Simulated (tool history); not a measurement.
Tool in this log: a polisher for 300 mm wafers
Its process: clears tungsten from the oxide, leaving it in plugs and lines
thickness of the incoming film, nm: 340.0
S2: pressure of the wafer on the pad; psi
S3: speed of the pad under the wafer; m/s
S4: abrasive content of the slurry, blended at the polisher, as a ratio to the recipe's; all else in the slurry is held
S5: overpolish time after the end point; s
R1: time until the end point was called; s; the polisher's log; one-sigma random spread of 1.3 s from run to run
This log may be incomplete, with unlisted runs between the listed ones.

{"run": 1, "hour": 0.0, "flow of slurry (ml/min)": 155, "S2": 2.9, "S3": 1.28, "S4": 1.0, "S5": 41, "R1": 74.156}
{"run": 2, "hour": 4.5, "flow of slurry (ml/min)": 155, "S2": 2.9, "S3": 1.02, "S4": 1.0, "S5": 41, "R1": 92.039}
{"run": 3, "hour": 11.1, "flow of slurry (ml/min)": 155, "S2": 2.9, "S3": 1.12, "S4": 1.0, "S5": 41, "R1": 85.009}
{"run": 4, "hour": 15.5, "flow of slurry (ml/min)": 175, "S2": 2.9, "S3": 1.12, "S4": 1.0, "S5": 41, "R1": 82.538}
{"run": 5, "hour": 19.7, "flow of slurry (ml/min)": 175, "S2": 2.9, "S3": 1.12, "S4": 1.0, "S5": 41, "R1": 81.895}
{"run": 6, "hour": 24.0, "flow of slurry (ml/min)": 170, "S2": 2.8, "S3": 1.12, "S4": 1.0, "S5": 41, "R1": 86.699}
{"run": 7, "hour": 30.2, "flow of slurry (ml/min)": 165, "S2": 2.7, "S3": 1.12, "S4": 1.0, "S5": 41, "R1": 90.946}

Run 8 comes next. What will it give?
{"run": 8, "hour": 31.1, "flow of slurry (ml/min)": 160, "S2": 2.7, "S3": 1.12, "S4": 1.0, "S5": 41, "R1": "?"}

R1: 91.961 s
